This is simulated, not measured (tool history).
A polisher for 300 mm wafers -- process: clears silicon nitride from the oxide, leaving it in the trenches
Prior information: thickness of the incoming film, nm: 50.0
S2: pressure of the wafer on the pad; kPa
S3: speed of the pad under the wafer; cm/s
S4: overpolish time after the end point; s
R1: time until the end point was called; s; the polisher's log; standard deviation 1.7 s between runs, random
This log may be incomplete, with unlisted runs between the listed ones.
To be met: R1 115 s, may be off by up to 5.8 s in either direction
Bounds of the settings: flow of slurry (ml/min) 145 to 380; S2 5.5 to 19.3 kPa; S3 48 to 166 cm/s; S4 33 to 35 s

run 1 hour=0 | flow_of_slurry_(ml/min)=245 S2=12.4 S3=106 S4=33 | R1=89.265
run 2 hour=3.1 | flow_of_slurry_(ml/min)=245 S2=13.8 S3=106 S4=33 | R1=82.204
run 3 hour=11.5 | flow_of_slurry_(ml/min)=245 S2=12.4 S3=104 S4=33 | R1=92.154
run 4 hour=18.9 | flow_of_slurry_(ml/min)=245 S2=12.4 S3=120 S4=33 | R1=79.349
run 5 hour=26 | flow_of_slurry_(ml/min)=220 S2=12.4 S3=120 S4=33 | R1=80.054
run 6 hour=26.8 | flow_of_slurry_(ml/min)=220 S2=11 S3=118 S4=33 | R1=86.317
run 7 hour=31.7 | flow_of_slurry_(ml/min)=220 S2=9.7 S3=116 S4=33 | R1=94.299
run 8 hour=38.9 | flow_of_slurry_(ml/min)=220 S2=9 S3=114 S4=33 | R1=101.96

Exactly one of the 5 candidate moves below puts every result within its allowed miss. Which one?
run A hour=46.1 | flow_of_slurry_(ml/min)=255 S2=10.3 S3=106 S4=33 | R1=?
run B hour=46.1 | flow_of_slurry_(ml/min)=225 S2=7.6 S3=92 S4=33 | R1=?
run C hour=46.1 | flow_of_slurry_(ml/min)=235 S2=9 S3=88 S4=33 | R1=?
run D hour=46.1 | flow_of_slurry_(ml/min)=250 S2=8.3 S3=102 S4=33 | R1=?
run E hour=46.1 | flow_of_slurry_(ml/min)=190 S2=7.6 S3=98 S4=34 | R1=?

move=A R1=97.572
move=B R1=132.31
move=C R1=126.26
move=D R1=114
move=E R1=127.15
A: further off than the last run
B: takes the result that was furthest off past its target
C: takes the result that was furthest off past its target
D: in spec on every target
E: takes the result that was furthest off past its target
D is the move that brings every result within its allowed miss.
